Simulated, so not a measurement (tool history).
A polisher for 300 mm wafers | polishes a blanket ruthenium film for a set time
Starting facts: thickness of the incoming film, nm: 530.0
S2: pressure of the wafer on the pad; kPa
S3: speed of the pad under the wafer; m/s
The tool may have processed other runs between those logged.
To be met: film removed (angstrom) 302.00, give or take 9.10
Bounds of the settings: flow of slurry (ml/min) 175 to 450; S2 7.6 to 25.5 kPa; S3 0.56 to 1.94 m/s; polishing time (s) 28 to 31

run 1 hour=0.0 | flow_of_slurry_(ml/min)=290 S2=16.5 S3=1.24 polishing_time_(s)=31 | film_removed_(angstrom)=416.96
run 2 hour=3.2 | flow_of_slurry_(ml/min)=290 S2=14.5 S3=1.24 polishing_time_(s)=31 | film_removed_(angstrom)=365.80
run 3 hour=12.1 | flow_of_slurry_(ml/min)=355 S2=14.5 S3=1.24 polishing_time_(s)=31 | film_removed_(angstrom)=375.98
run 4 hour=16.8 | flow_of_slurry_(ml/min)=355 S2=14.5 S3=1.24 polishing_time_(s)=28 | film_removed_(angstrom)=337.40
run 5 hour=23.8 | flow_of_slurry_(ml/min)=305 S2=14.5 S3=1.24 polishing_time_(s)=28 | film_removed_(angstrom)=329.71
run 6 hour=27.0 | flow_of_slurry_(ml/min)=295 S2=13.8 S3=1.24 polishing_time_(s)=28 | film_removed_(angstrom)=310.35
run 7 hour=33.7 | flow_of_slurry_(ml/min)=290 S2=13.8 S3=1.24 polishing_time_(s)=28 | film_removed_(angstrom)=311.07
run 8 hour=38.0 | flow_of_slurry_(ml/min)=285 S2=13.8 S3=1.24 polishing_time_(s)=28 | film_removed_(angstrom)=309.17
run 9 hour=39.5 | flow_of_slurry_(ml/min)=280 S2=13.8 S3=1.24 polishing_time_(s)=28 | film_removed_(angstrom)=316.22

4 next moves are on the table. One of them brings every result within its allowed miss. Which?
run A hour=41.0 | flow_of_slurry_(ml/min)=255 S2=14.5 S3=1.22 polishing_time_(s)=29 | film_removed_(angstrom)=?
run B hour=41.0 | flow_of_slurry_(ml/min)=340 S2=11.7 S3=1.44 polishing_time_(s)=28 | film_removed_(angstrom)=?
run C hour=41.0 | flow_of_slurry_(ml/min)=310 S2=12.4 S3=1.24 polishing_time_(s)=28 | film_removed_(angstrom)=?
run D hour=41.0 | flow_of_slurry_(ml/min)=255 S2=13.8 S3=1.24 polishing_time_(s)=29 | film_removed_(angstrom)=?

move=A film_removed_(angstrom)=333.59
move=B film_removed_(angstrom)=301.06
move=C film_removed_(angstrom)=286.36
move=D film_removed_(angstrom)=321.51
A: further off than the last run
B: every result within its allowed miss
C: carries the result that was furthest off beyond its target, to the other side
D: further off than the last run
Answer: B
